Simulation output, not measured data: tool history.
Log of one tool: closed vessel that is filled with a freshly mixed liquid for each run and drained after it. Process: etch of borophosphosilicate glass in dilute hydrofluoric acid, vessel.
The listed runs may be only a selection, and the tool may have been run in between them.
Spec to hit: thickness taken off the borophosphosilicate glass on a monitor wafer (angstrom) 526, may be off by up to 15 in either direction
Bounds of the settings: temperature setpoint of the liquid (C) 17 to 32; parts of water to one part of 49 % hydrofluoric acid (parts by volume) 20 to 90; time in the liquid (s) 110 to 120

run,hour,temperature setpoint of the liquid (C),parts of water to one part of 49 % hydrofluoric acid (parts by volume),time in the liquid (s),thickness taken off the borophosphosilicate glass on a monitor wafer (angstrom)
1,0,24,50,110,749.7
2,1,24,35,110,1083.3
3,6.4,22,40,110,877.24
4,12.5,20.5,45,110,721
5,15.7,20.5,45,120,791.84
# hour 24.3: hydrofluoric acid flow meter replaced
6,24.3,19.5,50,120,611.36
7,29.3,19,50,120,593.87
8,32.3,18.5,50,120,594.01
9,35.9,18,50,120,577.32
10,43.4,17.5,50,120,563
11,50.3,17,50,120,563.72

Next run, 4 choices. One meets every target within its allowed miss, the rest don't. Which?
A,57.2,17,50,115,?
B,57.2,17,45,120,?
C,57.2,17,55,115,?
D,57.2,17,45,110,?

move,thickness taken off the borophosphosilicate glass on a monitor wafer (angstrom)
A,531.87
B,620.11
C,480.83
D,568.43
A: each result inside its tolerance
B: further off than the last run
C: carries the result that was furthest off beyond its target, to the other side
D: further off than the last run
The right move is A.
